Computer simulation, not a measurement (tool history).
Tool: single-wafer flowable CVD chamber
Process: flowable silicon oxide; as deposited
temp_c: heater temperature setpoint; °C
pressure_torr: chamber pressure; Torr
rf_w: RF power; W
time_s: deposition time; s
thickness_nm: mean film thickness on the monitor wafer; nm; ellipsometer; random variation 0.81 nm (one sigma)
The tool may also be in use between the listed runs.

{"run": 1, "day": 0.0, "temp_c": 95, "pressure_torr": 0.922, "rf_w": 1990, "time_s": 430, "thickness_nm": 338.27}
{"run": 2, "day": 0.075, "temp_c": 99, "pressure_torr": 0.921, "rf_w": 1990, "time_s": 430, "thickness_nm": 294.78}
{"run": 3, "day": 0.329, "temp_c": 102, "pressure_torr": 0.921, "rf_w": 1990, "time_s": 430, "thickness_nm": 263.34}
{"run": 4, "day": 0.538, "temp_c": 102, "pressure_torr": 0.921, "rf_w": 1990, "time_s": 444, "thickness_nm": 270.31}
{"run": 5, "day": 0.583, "temp_c": 111, "pressure_torr": 0.921, "rf_w": 1990, "time_s": 444, "thickness_nm": 197.72}
{"run": 6, "day": 0.671, "temp_c": 111, "pressure_torr": 0.921, "rf_w": 1805, "time_s": 444, "thickness_nm": 192.39}
{"run": 7, "day": 0.85, "temp_c": 112, "pressure_torr": 0.921, "rf_w": 1805, "time_s": 444, "thickness_nm": 186.29}
{"run": 8, "day": 1.046, "temp_c": 112, "pressure_torr": 0.921, "rf_w": 1805, "time_s": 444, "thickness_nm": 184.85}
{"run": 9, "day": 1.112, "temp_c": 113, "pressure_torr": 0.921, "rf_w": 1805, "time_s": 444, "thickness_nm": 179.97}
{"run": 10, "day": 1.133, "temp_c": 114, "pressure_torr": 0.921, "rf_w": 1805, "time_s": 444, "thickness_nm": 173.78}
{"run": 11, "day": 1.367, "temp_c": 115, "pressure_torr": 0.921, "rf_w": 1805, "time_s": 444, "thickness_nm": 168.16}

Run 12 comes next. What will it give?
{"run": 12, "day": 1.683, "temp_c": 116, "pressure_torr": 0.921, "rf_w": 1805, "time_s": 444, "thickness_nm": "?"}

thickness_nm: 163.04 nm
